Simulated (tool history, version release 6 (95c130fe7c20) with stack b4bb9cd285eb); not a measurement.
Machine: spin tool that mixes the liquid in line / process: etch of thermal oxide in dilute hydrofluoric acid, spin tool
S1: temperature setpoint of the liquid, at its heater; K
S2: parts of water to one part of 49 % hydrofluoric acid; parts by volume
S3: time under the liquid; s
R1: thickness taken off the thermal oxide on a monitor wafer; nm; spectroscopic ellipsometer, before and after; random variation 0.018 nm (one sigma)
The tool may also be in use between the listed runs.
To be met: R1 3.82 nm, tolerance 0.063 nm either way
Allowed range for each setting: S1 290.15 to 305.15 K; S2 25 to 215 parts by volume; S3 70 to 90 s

{"run": 1, "hour": 0.0, "S1": 297.15, "S2": 120, "S3": 90, "R1": 3.275}
{"run": 2, "hour": 1.7, "S1": 294.15, "S2": 120, "S3": 90, "R1": 2.8777}
{"run": 3, "hour": 9.4, "S1": 295.15, "S2": 120, "S3": 90, "R1": 2.9723}
{"run": 4, "hour": 13.9, "S1": 295.15, "S2": 145, "S3": 90, "R1": 2.4171}
{"run": 5, "hour": 15.0, "S1": 295.15, "S2": 175, "S3": 90, "R1": 1.9258}
{"run": 6, "hour": 20.6, "S1": 295.15, "S2": 175, "S3": 90, "R1": 1.9352}
{"run": 7, "hour": 28.8, "S1": 296.65, "S2": 170, "S3": 90, "R1": 2.1247}
{"run": 8, "hour": 30.2, "S1": 300.65, "S2": 130, "S3": 90, "R1": 3.3637}
{"run": 9, "hour": 36.9, "S1": 301.15, "S2": 130, "S3": 90, "R1": 3.463}
{"run": 10, "hour": 39.3, "S1": 301.65, "S2": 130, "S3": 90, "R1": 3.5104}

Exactly one of the 5 candidate moves below puts every result within its allowed miss. Which one?
{"run": "A", "hour": 41.7, "S1": 304.15, "S2": 130, "S3": 90, "R1": "?"}
{"run": "B", "hour": 41.7, "S1": 299.15, "S2": 110, "S3": 85, "R1": "?"}
{"run": "C", "hour": 41.7, "S1": 304.15, "S2": 120, "S3": 70, "R1": "?"}
{"run": "D", "hour": 41.7, "S1": 299.65, "S2": 135, "S3": 90, "R1": "?"}
{"run": "E", "hour": 41.7, "S1": 304.65, "S2": 155, "S3": 90, "R1": "?"}

move=A R1=3.8537
move=B R1=3.6727
move=C R1=3.2949
move=D R1=3.1246
move=E R1=3.1743
A: each result inside its tolerance
B: an improvement on the last run, though not all results are within tolerance
C: the biggest miss grows against the last run
D: the biggest miss grows against the last run
E: the biggest miss grows against the last run
A meets every target.
